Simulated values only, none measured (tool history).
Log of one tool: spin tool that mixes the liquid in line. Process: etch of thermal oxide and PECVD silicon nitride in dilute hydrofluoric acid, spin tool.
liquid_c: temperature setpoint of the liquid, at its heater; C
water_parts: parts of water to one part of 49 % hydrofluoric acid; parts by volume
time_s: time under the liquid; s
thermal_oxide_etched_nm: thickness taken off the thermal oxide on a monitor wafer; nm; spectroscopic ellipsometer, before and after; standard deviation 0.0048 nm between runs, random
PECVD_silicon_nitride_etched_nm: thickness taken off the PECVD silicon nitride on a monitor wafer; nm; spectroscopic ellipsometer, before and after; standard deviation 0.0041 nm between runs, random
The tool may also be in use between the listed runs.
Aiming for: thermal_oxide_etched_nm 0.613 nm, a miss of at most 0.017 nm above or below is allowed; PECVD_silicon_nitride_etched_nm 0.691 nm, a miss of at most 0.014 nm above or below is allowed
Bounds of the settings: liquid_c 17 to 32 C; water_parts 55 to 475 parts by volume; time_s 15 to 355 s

run	hour	liquid_c	water_parts	time_s	thermal_oxide_etched_nm	PECVD_silicon_nitride_etched_nm
1	0	24	265	180	2.9924	4.3537
2	8.8	24	265	255	4.2472	6.2363
3	17.7	26	265	255	4.5696	7.0855
4	19	26	265	225	3.9945	6.192
5	26.5	26	265	265	4.7376	7.2889
6	28.7	26	215	265	6.0804	9.0486
7	37.2	25	235	235	4.6864	6.9293
8	40.8	24	255	210	3.6848	5.4065
9	46.2	20	360	120	1.182	1.6934
10	47.7	19.5	365	105	0.97914	1.4171
11	56	19	365	95	0.89806	1.2495
12	63.2	19	360	85	0.80169	1.1291
13	66.7	19	350	75	0.75163	1.0393
14	68.5	17	295	15	0.17245	0.21308
15	73.2	17	295	15	0.17233	0.21147
16	78.3	17.5	295	20	0.2325	0.29397
17	87	18	290	25	0.29639	0.39049
18	87.6	18	290	35	0.42774	0.53875
19	94.4	18	290	35	0.42195	0.54401
20	95.5	18	265	35	0.47631	0.59159
# hour 103.1: thermometer replaced
21	103.1	18	255	35	0.47809	0.56345

5 candidate next runs follow, results not yet known. Just one meets every target within its allowed miss. Identify it.
A	110.7	18	265	45	?	?
B	110.7	18	205	35	?	?
C	110.7	17	190	35	?	?
D	110.7	18	250	45	?	?
E	110.7	17	290	55	?	?

move	thermal_oxide_etched_nm	PECVD_silicon_nitride_etched_nm
A	0.57415	0.69503
B	0.60948	0.6916
C	0.64085	0.69561
D	0.61674	0.73492
E	0.60414	0.73003
A: puts the biggest miss on target and leaves a different result outside tolerance
B: all results land within tolerance of their targets
C: puts the biggest miss on target and leaves a different result outside tolerance
D: carries the result that was furthest off beyond its target, to the other side
E: carries the result that was furthest off beyond its target, to the other side
Go with B: it meets all targets.

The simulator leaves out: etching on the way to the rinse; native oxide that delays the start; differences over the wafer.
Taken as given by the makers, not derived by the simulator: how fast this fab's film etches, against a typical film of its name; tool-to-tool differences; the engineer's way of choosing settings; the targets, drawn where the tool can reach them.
